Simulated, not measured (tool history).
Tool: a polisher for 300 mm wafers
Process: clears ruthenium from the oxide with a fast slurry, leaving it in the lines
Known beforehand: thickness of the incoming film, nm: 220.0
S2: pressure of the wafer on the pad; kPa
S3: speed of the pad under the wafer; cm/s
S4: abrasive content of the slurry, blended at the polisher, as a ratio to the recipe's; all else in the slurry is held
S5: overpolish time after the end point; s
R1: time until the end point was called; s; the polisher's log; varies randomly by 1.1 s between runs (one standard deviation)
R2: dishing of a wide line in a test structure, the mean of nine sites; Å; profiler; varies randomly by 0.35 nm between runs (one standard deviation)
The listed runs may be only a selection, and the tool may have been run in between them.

{"run": 1, "day": 0.0, "flow of slurry (ml/min)": 205, "S2": 23.4, "S3": 126, "S4": 1, "S5": 8, "R1": 36.233, "R2": 334.78}
{"run": 2, "day": 0.05, "flow of slurry (ml/min)": 205, "S2": 23.4, "S3": 126, "S4": 1, "S5": 9, "R1": 37.607, "R2": 383.3}
{"run": 3, "day": 0.358, "flow of slurry (ml/min)": 205, "S2": 22.1, "S3": 126, "S4": 1, "S5": 9, "R1": 38.8, "R2": 371.07}
{"run": 4, "day": 0.471, "flow of slurry (ml/min)": 205, "S2": 20.7, "S3": 126, "S4": 1, "S5": 9, "R1": 40.116, "R2": 363.53}
{"run": 5, "day": 0.704, "flow of slurry (ml/min)": 205, "S2": 26.2, "S3": 126, "S4": 1, "S5": 9, "R1": 33.498, "R2": 403.09}
{"run": 6, "day": 0.738, "flow of slurry (ml/min)": 205, "S2": 24.8, "S3": 124, "S4": 1, "S5": 9, "R1": 35.758, "R2": 388.65}
{"run": 7, "day": 0.821, "flow of slurry (ml/min)": 205, "S2": 23.4, "S3": 122, "S4": 1, "S5": 9, "R1": 37.556, "R2": 365.47}
{"run": 8, "day": 1.104, "flow of slurry (ml/min)": 205, "S2": 16.5, "S3": 118, "S4": 1, "S5": 9, "R1": 48.078, "R2": 314.03}
{"run": 9, "day": 1.238, "flow of slurry (ml/min)": 205, "S2": 16.5, "S3": 118, "S4": 1, "S5": 9, "R1": 48.357, "R2": 308.12}
{"run": 10, "day": 1.579, "flow of slurry (ml/min)": 205, "S2": 15.9, "S3": 118, "S4": 1, "S5": 9, "R1": 48.983, "R2": 307.74}

What does the tool deliver on the next run?
{"run": 11, "day": 1.638, "flow of slurry (ml/min)": 205, "S2": 15.9, "S3": 118, "S4": 1, "S5": 9, "R1": "?", "R2": "?"}

R1: 49.28 s
R2: 306.11 Å
